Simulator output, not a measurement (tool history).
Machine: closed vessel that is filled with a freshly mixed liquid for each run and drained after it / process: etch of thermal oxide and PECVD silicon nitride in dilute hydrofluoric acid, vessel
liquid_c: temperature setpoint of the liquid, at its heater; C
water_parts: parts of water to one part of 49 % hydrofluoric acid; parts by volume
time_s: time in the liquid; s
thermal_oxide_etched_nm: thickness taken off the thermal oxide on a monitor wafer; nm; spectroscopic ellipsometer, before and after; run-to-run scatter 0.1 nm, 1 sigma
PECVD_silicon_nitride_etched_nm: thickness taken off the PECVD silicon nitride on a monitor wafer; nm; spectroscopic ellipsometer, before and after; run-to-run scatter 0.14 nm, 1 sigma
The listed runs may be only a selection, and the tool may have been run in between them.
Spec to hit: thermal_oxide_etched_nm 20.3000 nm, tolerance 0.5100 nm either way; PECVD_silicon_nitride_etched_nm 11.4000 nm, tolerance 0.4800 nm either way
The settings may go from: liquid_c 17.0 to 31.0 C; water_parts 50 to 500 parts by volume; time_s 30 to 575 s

| run | hour | liquid_c | water_parts | time_s | thermal_oxide_etched_nm | PECVD_silicon_nitride_etched_nm |
|---|---|---|---|---|---|---|
| 1 | 0.0 | 23.0 | 275 | 295 | 3.6744 | 2.4705 |
| 2 | 5.7 | 23.5 | 245 | 315 | 4.6058 | 3.1200 |
| 3 | 12.0 | 23.5 | 340 | 315 | 3.0436 | 2.2193 |
| 4 | 18.2 | 23.5 | 405 | 315 | 2.3739 | 1.8741 |
| 5 | 22.8 | 23.5 | 360 | 340 | 2.9906 | 2.2479 |
| 6 | 28.7 | 25.0 | 360 | 340 | 3.1867 | 2.4644 |
| 7 | 34.6 | 26.5 | 250 | 465 | 7.3964 | 5.3582 |
| 8 | 35.4 | 26.0 | 225 | 475 | 8.4921 | 5.8858 |
| 9 | 36.7 | 26.0 | 205 | 480 | 9.5072 | 6.6631 |
| 10 | 44.4 | 25.5 | 185 | 490 | 10.8150 | 7.3263 |
| 11 | 52.1 | 25.0 | 170 | 490 | 11.7980 | 7.6098 |
| 12 | 53.8 | 25.0 | 155 | 490 | 13.1360 | 8.4327 |
| 13 | 62.0 | 24.5 | 145 | 490 | 13.8950 | 8.7135 |
| 14 | 66.1 | 24.5 | 135 | 490 | 15.1930 | 9.3340 |
| 15 | 74.0 | 24.5 | 130 | 490 | 15.9020 | 9.7953 |
| 16 | 82.1 | 24.0 | 125 | 490 | 16.3440 | 9.7901 |
| 17 | 88.2 | 24.0 | 55 | 470 | 38.6090 | 20.9410 |
| 18 | 93.4 | 23.5 | 60 | 485 | 35.9910 | 18.8400 |
| 19 | 94.6 | 23.5 | 65 | 490 | 33.0070 | 17.7100 |

Of the 5 settings listed for the next run, only one would bring every result within its allowed miss of target. Which one?
| A | 95.8 | 29.0 | 115 | 525 | ? | ? |
| B | 95.8 | 23.0 | 105 | 520 | ? | ? |
| C | 95.8 | 29.5 | 120 | 495 | ? | ? |
| D | 95.8 | 28.0 | 50 | 575 | ? | ? |
| E | 95.8 | 28.0 | 145 | 560 | ? | ? |

| move | thermal_oxide_etched_nm | PECVD_silicon_nitride_etched_nm |
|---|---|---|
| A | 23.0820 | 15.4160 |
| B | 20.1160 | 11.3480 |
| C | 21.1050 | 14.3680 |
| D | 61.2940 | 36.2810 |
| E | 18.0940 | 12.2340 |
A: better than the last run, though not everything is in spec
B: all results land within tolerance of their targets
C: better than the last run, though not everything is in spec
D: the biggest miss grows against the last run
E: carries the result that was furthest off beyond its target, to the other side
B is the move that brings every result within its allowed miss.
